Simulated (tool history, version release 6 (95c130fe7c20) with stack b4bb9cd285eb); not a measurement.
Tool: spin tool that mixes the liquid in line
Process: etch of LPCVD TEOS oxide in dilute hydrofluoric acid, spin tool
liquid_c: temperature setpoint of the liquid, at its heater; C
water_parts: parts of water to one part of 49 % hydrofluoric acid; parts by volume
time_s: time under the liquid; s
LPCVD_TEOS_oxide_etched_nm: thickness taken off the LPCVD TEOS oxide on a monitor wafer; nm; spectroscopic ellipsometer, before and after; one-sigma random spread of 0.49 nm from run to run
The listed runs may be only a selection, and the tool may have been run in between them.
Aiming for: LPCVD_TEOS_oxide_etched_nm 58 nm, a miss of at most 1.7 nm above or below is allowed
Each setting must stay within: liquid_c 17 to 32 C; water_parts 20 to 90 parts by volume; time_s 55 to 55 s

run 1 hour=0 | liquid_c=24 water_parts=50 time_s=55 | LPCVD_TEOS_oxide_etched_nm=29.812
run 2 hour=6.2 | liquid_c=21.5 water_parts=50 time_s=55 | LPCVD_TEOS_oxide_etched_nm=26.428
run 3 hour=12.9 | liquid_c=23.5 water_parts=45 time_s=55 | LPCVD_TEOS_oxide_etched_nm=32.145
run 4 hour=18.9 | liquid_c=23.5 water_parts=45 time_s=55 | LPCVD_TEOS_oxide_etched_nm=31.942
run 5 hour=21.2 | liquid_c=25.5 water_parts=40 time_s=55 | LPCVD_TEOS_oxide_etched_nm=39.033
run 6 hour=24.1 | liquid_c=27 water_parts=40 time_s=55 | LPCVD_TEOS_oxide_etched_nm=42.128
run 7 hour=25.3 | liquid_c=28 water_parts=40 time_s=55 | LPCVD_TEOS_oxide_etched_nm=44.403
run 8 hour=28.9 | liquid_c=29 water_parts=40 time_s=55 | LPCVD_TEOS_oxide_etched_nm=45.657
run 9 hour=37.3 | liquid_c=29.5 water_parts=40 time_s=55 | LPCVD_TEOS_oxide_etched_nm=46.216
run 10 hour=40.1 | liquid_c=30 water_parts=40 time_s=55 | LPCVD_TEOS_oxide_etched_nm=47.933
run 11 hour=46.6 | liquid_c=30.5 water_parts=40 time_s=55 | LPCVD_TEOS_oxide_etched_nm=47.51
run 12 hour=47.3 | liquid_c=31 water_parts=40 time_s=55 | LPCVD_TEOS_oxide_etched_nm=50.367

Exactly one of the 4 candidate moves below puts every result within its allowed miss. Which one?
run A hour=48 | liquid_c=29.5 water_parts=30 time_s=55 | LPCVD_TEOS_oxide_etched_nm=?
run B hour=48 | liquid_c=27.5 water_parts=30 time_s=55 | LPCVD_TEOS_oxide_etched_nm=?
run C hour=48 | liquid_c=30.5 water_parts=35 time_s=55 | LPCVD_TEOS_oxide_etched_nm=?
run D hour=48 | liquid_c=30 water_parts=35 time_s=55 | LPCVD_TEOS_oxide_etched_nm=?

move=A LPCVD_TEOS_oxide_etched_nm=62.989
move=B LPCVD_TEOS_oxide_etched_nm=58.08
move=C LPCVD_TEOS_oxide_etched_nm=55.803
move=D LPCVD_TEOS_oxide_etched_nm=54.702
A: pushes the last run's worst result past its target
B: each result inside its tolerance
C: an improvement on the last run, though not all results are within tolerance
D: an improvement on the last run, though not all results are within tolerance
Correct choice: B, which meets every target
